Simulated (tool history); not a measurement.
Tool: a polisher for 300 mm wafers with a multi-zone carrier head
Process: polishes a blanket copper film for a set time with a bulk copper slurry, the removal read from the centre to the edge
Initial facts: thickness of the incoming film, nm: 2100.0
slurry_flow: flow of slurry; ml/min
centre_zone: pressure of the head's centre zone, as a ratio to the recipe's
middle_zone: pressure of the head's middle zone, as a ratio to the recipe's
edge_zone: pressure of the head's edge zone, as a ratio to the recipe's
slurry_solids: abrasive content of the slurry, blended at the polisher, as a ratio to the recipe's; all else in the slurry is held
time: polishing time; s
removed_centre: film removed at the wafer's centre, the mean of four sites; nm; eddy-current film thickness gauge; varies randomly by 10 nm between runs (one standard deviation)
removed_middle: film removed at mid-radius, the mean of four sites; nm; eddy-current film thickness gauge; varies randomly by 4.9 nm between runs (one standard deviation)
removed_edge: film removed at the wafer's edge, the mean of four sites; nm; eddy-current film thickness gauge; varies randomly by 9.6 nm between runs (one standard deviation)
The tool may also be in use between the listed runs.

run,day,slurry_flow,centre_zone,middle_zone,edge_zone,slurry_solids,time,removed_centre,removed_middle,removed_edge
1,0.000,145,1.00,1.00,1.00,1.00,52,804.95,776.43,819.38
2,0.271,145,1.00,1.00,1.08,1.00,52,792.44,768.51,842.83
3,0.567,145,1.06,1.00,1.08,1.00,52,842.51,779.83,833.00
4,0.883,165,1.06,1.00,1.08,1.00,52,892.62,795.04,852.00
# day 1.175: slurry nozzle cleaned
5,1.175,155,1.05,1.01,1.06,0.95,52,964.09,862.32,890.32
6,1.542,155,1.05,1.01,1.10,0.95,52,947.80,850.75,899.96
7,1.775,140,1.04,1.01,1.07,0.95,52,937.13,846.73,873.43
8,1.950,105,0.94,0.99,0.98,0.70,51,692.67,697.60,711.58

Run 9, settings as shown, results not yet in. Your forecast:
9,2.196,120,0.95,1.00,0.98,0.70,51,?,?,?

removed_centre: 736.41 nm
removed_middle: 723.61 nm
removed_edge: 728.41 nm
